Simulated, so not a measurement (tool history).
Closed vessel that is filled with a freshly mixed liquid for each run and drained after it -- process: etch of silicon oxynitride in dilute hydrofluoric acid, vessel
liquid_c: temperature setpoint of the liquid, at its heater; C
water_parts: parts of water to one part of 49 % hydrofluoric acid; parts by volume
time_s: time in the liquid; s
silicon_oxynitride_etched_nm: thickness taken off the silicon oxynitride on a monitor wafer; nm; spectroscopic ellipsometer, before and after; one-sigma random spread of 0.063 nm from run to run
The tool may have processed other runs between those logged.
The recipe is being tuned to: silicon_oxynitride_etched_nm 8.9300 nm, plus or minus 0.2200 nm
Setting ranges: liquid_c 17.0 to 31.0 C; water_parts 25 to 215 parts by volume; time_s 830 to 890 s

{"run": 1, "hour": 0.0, "liquid_c": 23.0, "water_parts": 120, "time_s": 830, "silicon_oxynitride_etched_nm": 19.42}
{"run": 2, "hour": 8.9, "liquid_c": 23.0, "water_parts": 105, "time_s": 830, "silicon_oxynitride_etched_nm": 22.626}
{"run": 3, "hour": 13.1, "liquid_c": 20.0, "water_parts": 105, "time_s": 830, "silicon_oxynitride_etched_nm": 19.468}
{"run": 4, "hour": 19.7, "liquid_c": 19.5, "water_parts": 120, "time_s": 830, "silicon_oxynitride_etched_nm": 16.518}
{"run": 5, "hour": 28.1, "liquid_c": 19.5, "water_parts": 85, "time_s": 830, "silicon_oxynitride_etched_nm": 24.24}
{"run": 6, "hour": 30.6, "liquid_c": 22.0, "water_parts": 85, "time_s": 830, "silicon_oxynitride_etched_nm": 26.893}
{"run": 7, "hour": 34.8, "liquid_c": 21.0, "water_parts": 105, "time_s": 830, "silicon_oxynitride_etched_nm": 20.429}
{"run": 8, "hour": 39.3, "liquid_c": 20.0, "water_parts": 120, "time_s": 830, "silicon_oxynitride_etched_nm": 17.038}
{"run": 9, "hour": 43.6, "liquid_c": 19.5, "water_parts": 135, "time_s": 830, "silicon_oxynitride_etched_nm": 14.548}
{"run": 10, "hour": 45.7, "liquid_c": 19.0, "water_parts": 145, "time_s": 830, "silicon_oxynitride_etched_nm": 13.107}
{"run": 11, "hour": 49.0, "liquid_c": 18.5, "water_parts": 155, "time_s": 830, "silicon_oxynitride_etched_nm": 11.799}
{"hour": 53.3, "done": "hydrofluoric acid flow meter replaced"}
{"run": 12, "hour": 53.3, "liquid_c": 17.0, "water_parts": 185, "time_s": 830, "silicon_oxynitride_etched_nm": 8.4468}
{"run": 13, "hour": 60.8, "liquid_c": 17.5, "water_parts": 185, "time_s": 830, "silicon_oxynitride_etched_nm": 8.6769}

Which one of the following 4 next-run settings gets every result inside its allowed miss? There is exactly one.
{"run": "A", "hour": 68.3, "liquid_c": 17.0, "water_parts": 195, "time_s": 860, "silicon_oxynitride_etched_nm": "?"}
{"run": "B", "hour": 68.3, "liquid_c": 17.0, "water_parts": 185, "time_s": 875, "silicon_oxynitride_etched_nm": "?"}
{"run": "C", "hour": 68.3, "liquid_c": 17.0, "water_parts": 190, "time_s": 845, "silicon_oxynitride_etched_nm": "?"}
{"run": "D", "hour": 68.3, "liquid_c": 17.0, "water_parts": 190, "time_s": 835, "silicon_oxynitride_etched_nm": "?"}

move=A silicon_oxynitride_etched_nm=8.2181
move=B silicon_oxynitride_etched_nm=8.8660
move=C silicon_oxynitride_etched_nm=8.3119
move=D silicon_oxynitride_etched_nm=8.2135
A: its largest miss is bigger than the last run's
B: in spec on every target
C: its largest miss is bigger than the last run's
D: its largest miss is bigger than the last run's
B is the move that brings every result within its allowed miss.
